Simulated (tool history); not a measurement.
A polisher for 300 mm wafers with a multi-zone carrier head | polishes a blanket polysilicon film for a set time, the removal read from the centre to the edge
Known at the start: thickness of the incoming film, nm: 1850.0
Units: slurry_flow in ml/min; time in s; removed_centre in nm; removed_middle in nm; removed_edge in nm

run,hour,slurry_flow,centre_zone,middle_zone,edge_zone,time,removed_centre,removed_middle,removed_edge
1,0.0,125,1.00,1.00,1.00,82,393.24,378.09,385.02
2,4.1,125,1.00,1.00,0.97,82,387.04,390.81,381.00
3,9.6,135,1.03,1.03,1.00,86,422.18,413.38,409.33
4,14.2,135,1.07,1.03,1.00,86,439.36,416.66,407.58
5,15.7,135,1.07,1.03,1.04,86,439.69,415.59,416.85
6,20.3,135,1.07,0.98,1.04,86,448.81,394.07,416.97
7,27.9,145,1.10,1.01,1.05,89,472.90,434.04,442.38
8,31.6,155,1.12,1.01,1.04,92,516.62,449.47,462.10

Run 9 comes next. What will it give?
9,34.9,190,1.16,1.11,1.12,96,?,?,?

Run 9 gave removed_centre 572.72 nm, removed_middle 530.95 nm, removed_edge 501.20 nm.

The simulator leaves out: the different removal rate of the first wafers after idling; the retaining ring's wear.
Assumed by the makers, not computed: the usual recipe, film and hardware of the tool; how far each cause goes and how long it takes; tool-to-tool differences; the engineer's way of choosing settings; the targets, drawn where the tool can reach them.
